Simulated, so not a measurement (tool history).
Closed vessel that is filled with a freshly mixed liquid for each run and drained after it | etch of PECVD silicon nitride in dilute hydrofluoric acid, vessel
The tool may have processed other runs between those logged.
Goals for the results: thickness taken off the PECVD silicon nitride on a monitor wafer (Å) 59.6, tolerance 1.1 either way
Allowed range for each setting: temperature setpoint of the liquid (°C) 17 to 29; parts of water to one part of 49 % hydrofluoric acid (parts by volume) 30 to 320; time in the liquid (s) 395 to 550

run,day,temperature setpoint of the liquid (°C),parts of water to one part of 49 % hydrofluoric acid (parts by volume),time in the liquid (s),thickness taken off the PECVD silicon nitride on a monitor wafer (Å)
1,0,21,175,550,70.489
2,0.175,20,175,550,65.095
3,0.462,19.5,175,550,63.473
4,0.754,22.5,175,550,77.39
5,1,21,175,550,69.618
6,1.367,21,175,395,50.177
7,1.488,22,175,395,53.457
8,1.679,23,175,395,57.381

Which single option among these 4 for the next run brings every result within its allowed miss of target? Just one does.
A,1.871,25.5,275,530,?
B,1.871,21,175,435,?
C,1.871,23,195,435,?
D,1.871,18.5,130,415,?

move,thickness taken off the PECVD silicon nitride on a monitor wafer (Å)
A,57.52
B,55.498
C,56.813
D,59.817
A: nearer than the last run, and not there yet
B: lands further from the targets than the last run did
C: lands further from the targets than the last run did
D: every result within its allowed miss
Correct choice: D, which meets every target
